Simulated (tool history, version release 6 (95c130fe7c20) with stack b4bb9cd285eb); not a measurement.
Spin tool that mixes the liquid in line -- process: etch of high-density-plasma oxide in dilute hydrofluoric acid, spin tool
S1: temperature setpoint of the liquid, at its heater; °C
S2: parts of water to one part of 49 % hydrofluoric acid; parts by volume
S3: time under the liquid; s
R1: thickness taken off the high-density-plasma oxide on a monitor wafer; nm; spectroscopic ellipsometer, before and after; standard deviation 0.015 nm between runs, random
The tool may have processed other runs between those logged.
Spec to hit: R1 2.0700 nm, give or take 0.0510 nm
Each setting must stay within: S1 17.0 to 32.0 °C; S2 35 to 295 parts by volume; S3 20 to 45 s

run,hour,S1,S2,S3,R1
1,0.0,24.0,165,45,3.0218
2,5.4,24.0,135,45,3.8832
3,6.7,21.5,135,45,3.4885
4,10.1,20.5,150,45,2.9655
5,17.2,19.5,160,45,2.6556
6,24.0,17.0,160,45,2.3950
7,26.5,17.0,165,45,2.3290
8,34.4,17.0,170,45,2.2434
9,42.0,17.0,175,45,2.1383

Which of these 4 next moves meets every target?
A,49.6,18.5,200,45,?
B,49.6,19.0,195,45,?
C,49.6,17.5,195,45,?
D,49.6,17.5,170,45,?

move,R1
A,1.9712
B,2.0713
C,1.9512
D,2.2881
A: carries the result that was furthest off beyond its target, to the other side
B: meets every target
C: carries the result that was furthest off beyond its target, to the other side
D: further off than the last run
B is the move that brings every result within its allowed miss.
